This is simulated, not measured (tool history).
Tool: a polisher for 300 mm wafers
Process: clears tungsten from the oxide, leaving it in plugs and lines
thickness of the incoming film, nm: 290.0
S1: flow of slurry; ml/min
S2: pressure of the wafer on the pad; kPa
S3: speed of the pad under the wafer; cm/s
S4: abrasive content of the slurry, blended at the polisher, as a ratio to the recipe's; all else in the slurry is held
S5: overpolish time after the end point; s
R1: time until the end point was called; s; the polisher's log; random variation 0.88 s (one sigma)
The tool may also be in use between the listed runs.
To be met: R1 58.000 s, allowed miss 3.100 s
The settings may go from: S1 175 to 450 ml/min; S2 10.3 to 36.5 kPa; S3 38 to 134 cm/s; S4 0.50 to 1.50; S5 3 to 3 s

Run 1, hour 0.0: S1 290 ml/min, S2 23.4 kPa, S3 86 cm/s, S4 1.00, S5 3 s. Result: R1 76.742 s.
Run 2, hour 4.1: S1 290 ml/min, S2 23.4 kPa, S3 68 cm/s, S4 1.00, S5 3 s. Result: R1 95.252 s.
Run 3, hour 7.2: S1 290 ml/min, S2 23.4 kPa, S3 58 cm/s, S4 1.00, S5 3 s. Result: R1 115.060 s.
Run 4, hour 15.6: S1 290 ml/min, S2 23.4 kPa, S3 76 cm/s, S4 1.00, S5 3 s. Result: R1 87.039 s.
Run 5, hour 17.4: S1 290 ml/min, S2 25.5 kPa, S3 76 cm/s, S4 1.00, S5 3 s. Result: R1 81.031 s.
Run 6, hour 22.9: S1 290 ml/min, S2 20.7 kPa, S3 76 cm/s, S4 1.00, S5 3 s. Result: R1 95.363 s.
Run 7, hour 26.0: S1 290 ml/min, S2 27.6 kPa, S3 82 cm/s, S4 1.00, S5 3 s. Result: R1 67.974 s.
Run 8, hour 26.9: S1 290 ml/min, S2 28.3 kPa, S3 82 cm/s, S4 1.00, S5 3 s. Result: R1 66.466 s.
Run 9, hour 28.5: S1 290 ml/min, S2 29.0 kPa, S3 82 cm/s, S4 1.00, S5 3 s. Result: R1 65.651 s.
Run 10, hour 30.6: S1 290 ml/min, S2 29.6 kPa, S3 82 cm/s, S4 1.00, S5 3 s. Result: R1 63.030 s.
Run 11, hour 32.3: S1 290 ml/min, S2 30.3 kPa, S3 82 cm/s, S4 1.00, S5 3 s. Result: R1 63.545 s.
Run 12, hour 39.3: S1 290 ml/min, S2 31.0 kPa, S3 82 cm/s, S4 1.00, S5 3 s. Result: R1 61.788 s.

Which of these 5 next moves meets every target?
Run A, hour 46.3: S1 330 ml/min, S2 32.4 kPa, S3 72 cm/s, S4 0.85, S5 3 s. Result: R1 ?.
Run B, hour 46.3: S1 300 ml/min, S2 30.3 kPa, S3 72 cm/s, S4 1.20, S5 3 s. Result: R1 ?.
Run C, hour 46.3: S1 295 ml/min, S2 30.3 kPa, S3 74 cm/s, S4 1.00, S5 3 s. Result: R1 ?.
Run D, hour 46.3: S1 260 ml/min, S2 33.1 kPa, S3 78 cm/s, S4 1.40, S5 3 s. Result: R1 ?.
Run E, hour 46.3: S1 305 ml/min, S2 31.0 kPa, S3 94 cm/s, S4 1.15, S5 3 s. Result: R1 ?.

move      R1
   A  66.952
   B  67.091
   C  68.009
   D  56.013
   E  51.075
A: further off than the last run
B: further off than the last run
C: further off than the last run
D: meets every target
E: takes the result that was furthest off past its target
Answer: D
